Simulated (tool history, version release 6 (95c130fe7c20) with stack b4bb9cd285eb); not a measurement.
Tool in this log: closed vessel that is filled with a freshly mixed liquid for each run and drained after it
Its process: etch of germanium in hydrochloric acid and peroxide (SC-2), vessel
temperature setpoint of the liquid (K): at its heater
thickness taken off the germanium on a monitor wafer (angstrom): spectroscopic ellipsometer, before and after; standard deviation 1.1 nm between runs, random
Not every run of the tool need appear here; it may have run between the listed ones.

run,day,temperature setpoint of the liquid (K),parts of water to one part each of 37 % hydrochloric acid and 30 % peroxide (parts by volume),time in the liquid (s),thickness taken off the germanium on a monitor wafer (angstrom)
1,0.000,333.15,5.0,30,944.17
2,0.175,335.15,5.0,30,1008.60
3,0.446,335.15,5.5,30,1002.40
4,0.808,336.65,5.5,30,1028.90
5,0.979,336.65,7.0,30,1047.50
6,1.075,336.65,6.0,30,1037.40
7,1.217,338.15,6.0,30,1104.50

Predict the results of run 8:
8,1.388,339.15,6.0,30,?

thickness taken off the germanium on a monitor wafer (angstrom): 1132.10
